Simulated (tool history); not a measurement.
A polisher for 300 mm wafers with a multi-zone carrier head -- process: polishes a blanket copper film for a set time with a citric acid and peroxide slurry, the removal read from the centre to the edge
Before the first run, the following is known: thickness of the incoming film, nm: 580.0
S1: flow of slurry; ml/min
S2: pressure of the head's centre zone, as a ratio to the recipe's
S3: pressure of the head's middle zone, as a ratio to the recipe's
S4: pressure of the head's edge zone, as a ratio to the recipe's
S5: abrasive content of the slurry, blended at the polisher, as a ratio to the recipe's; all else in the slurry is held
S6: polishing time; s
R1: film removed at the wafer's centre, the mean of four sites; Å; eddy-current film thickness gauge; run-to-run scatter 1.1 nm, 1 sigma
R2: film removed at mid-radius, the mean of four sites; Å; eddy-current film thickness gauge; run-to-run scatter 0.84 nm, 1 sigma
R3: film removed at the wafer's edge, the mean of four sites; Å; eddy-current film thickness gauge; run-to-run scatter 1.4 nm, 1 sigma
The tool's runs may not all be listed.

{"run": 1, "day": 0.0, "S1": 135, "S2": 1.0, "S3": 1.0, "S4": 1.0, "S5": 1.0, "S6": 66, "R1": 1413.9, "R2": 1417.4, "R3": 1463.4}
{"run": 2, "day": 0.212, "S1": 135, "S2": 1.0, "S3": 1.0, "S4": 0.94, "S5": 1.0, "S6": 66, "R1": 1415.3, "R2": 1402.1, "R3": 1439.4}
{"run": 3, "day": 0.421, "S1": 135, "S2": 1.0, "S3": 1.0, "S4": 0.94, "S5": 1.15, "S6": 66, "R1": 1471.6, "R2": 1450.2, "R3": 1465.7}
{"run": 4, "day": 0.567, "S1": 135, "S2": 1.0, "S3": 1.0, "S4": 0.94, "S5": 1.35, "S6": 66, "R1": 1485.7, "R2": 1477.0, "R3": 1522.0}
{"run": 5, "day": 0.796, "S1": 125, "S2": 1.01, "S3": 0.97, "S4": 0.91, "S5": 1.2, "S6": 65, "R1": 1421.6, "R2": 1374.3, "R3": 1420.2}
{"day": 0.879, "done": "edge zone pressure recalibrated"}
{"run": 6, "day": 0.879, "S1": 125, "S2": 1.04, "S3": 0.97, "S4": 0.91, "S5": 1.2, "S6": 65, "R1": 1464.6, "R2": 1359.6, "R3": 1389.2}
{"run": 7, "day": 1.133, "S1": 115, "S2": 1.05, "S3": 0.94, "S4": 0.89, "S5": 1.15, "S6": 65, "R1": 1418.6, "R2": 1293.4, "R3": 1367.5}

Forecast run 8:
{"run": 8, "day": 1.354, "S1": 110, "S2": 1.06, "S3": 0.93, "S4": 0.87, "S5": 1.1, "S6": 65, "R1": "?", "R2": "?", "R3": "?"}

Run 8 came out at R1 1406.2 Å, R2 1266.4 Å, R3 1298.8 Å.
